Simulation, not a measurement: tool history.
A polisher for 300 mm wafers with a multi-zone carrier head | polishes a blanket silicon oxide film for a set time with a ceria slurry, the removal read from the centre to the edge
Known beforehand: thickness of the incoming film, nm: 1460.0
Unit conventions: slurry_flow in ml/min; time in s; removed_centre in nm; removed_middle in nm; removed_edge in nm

run,day,slurry_flow,centre_zone,middle_zone,edge_zone,time,removed_centre,removed_middle,removed_edge
1,0,170,1,1,1,90,409.31,385.68,403.57
2,0.075,165,1,0.99,0.98,86,386.06,369.45,379.69
3,0.417,160,1.01,0.97,0.97,83,372.11,343.63,364.58
4,0.521,160,1.02,0.96,0.95,80,360.24,331.65,342.81
5,0.883,155,1.02,0.94,0.93,79,351.06,321.33,335.09
6,1.142,155,1.02,0.94,1,79,354.64,320.71,352.36

Expected results for the next run?
7,1.396,125,1.02,0.84,0.9,64,?,?,?

For run 7 the tool returned removed_centre 263.87 nm, removed_middle 223.82 nm, removed_edge 260.36 nm.
